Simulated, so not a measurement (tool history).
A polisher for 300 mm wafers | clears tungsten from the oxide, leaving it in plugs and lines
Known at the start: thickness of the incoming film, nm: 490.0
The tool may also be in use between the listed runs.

run,day,flow of slurry (ml/min),pressure of the wafer on the pad (kPa),speed of the pad under the wafer (m/s),abrasive content of the slurry,overpolish time after the end point (s),time until the end point was called (s)
1,0.000,230,19.3,1.30,1.0,12,111.910
2,0.162,190,19.3,1.30,1.0,12,114.600
3,0.375,190,21.4,1.30,1.0,12,105.960
4,0.554,190,21.4,1.30,1.0,12,102.410
5,0.742,190,22.1,1.30,1.0,12,104.290
6,0.892,160,22.1,1.30,1.0,12,106.100
7,0.933,160,27.6,1.36,1.0,12,83.393
8,0.975,160,28.3,1.36,1.0,12,81.207

Run 9 has not been measured yet. What should we expect?
9,1.154,160,29.0,1.36,1.0,12,?

{"run 9": {"time until the end point was called (s)": 78.729}}

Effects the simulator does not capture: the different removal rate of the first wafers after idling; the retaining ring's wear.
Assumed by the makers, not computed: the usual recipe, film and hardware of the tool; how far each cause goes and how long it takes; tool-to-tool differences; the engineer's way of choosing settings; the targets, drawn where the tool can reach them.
